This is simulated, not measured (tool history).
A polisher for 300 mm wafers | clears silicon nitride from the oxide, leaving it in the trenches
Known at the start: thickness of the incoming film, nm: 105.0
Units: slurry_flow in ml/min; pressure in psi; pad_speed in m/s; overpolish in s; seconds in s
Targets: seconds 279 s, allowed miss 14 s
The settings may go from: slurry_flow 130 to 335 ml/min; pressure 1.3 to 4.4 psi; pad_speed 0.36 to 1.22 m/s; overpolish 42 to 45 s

| run | hour | slurry_flow | pressure | pad_speed | overpolish | seconds |
|---|---|---|---|---|---|---|
| 1 | 0 | 215 | 2.8 | 0.78 | 42 | 180.12 |
| 2 | 8.9 | 260 | 2.8 | 0.78 | 42 | 175.11 |
| 3 | 13.3 | 260 | 3.5 | 0.78 | 42 | 154.45 |
| 4 | 15.3 | 260 | 3 | 0.78 | 42 | 165.36 |
| 5 | 21.8 | 260 | 2.6 | 0.78 | 42 | 179.89 |
| 6 | 24 | 260 | 2.6 | 0.78 | 42 | 178.78 |
| 7 | 31.6 | 255 | 2.2 | 0.72 | 42 | 220.57 |
| 8 | 38.2 | 255 | 1.9 | 0.72 | 42 | 238.69 |
| 9 | 45.8 | 255 | 1.7 | 0.72 | 42 | 248.9 |
| 10 | 51.7 | 255 | 1.6 | 0.72 | 42 | 261.32 |

4 next moves are on the table. One of them brings every result within its allowed miss. Which?
| A | 57.6 | 220 | 1.3 | 0.88 | 42 | ? |
| B | 57.6 | 270 | 1.8 | 0.7 | 42 | ? |
| C | 57.6 | 220 | 1.7 | 0.66 | 42 | ? |
| D | 57.6 | 295 | 1.6 | 0.76 | 43 | ? |

| move | seconds |
|---|---|
| A | 235.3 |
| B | 245.71 |
| C | 274.29 |
| D | 238.58 |
A: further off than the last run
B: further off than the last run
C: meets every target
D: further off than the last run
The right move is C.
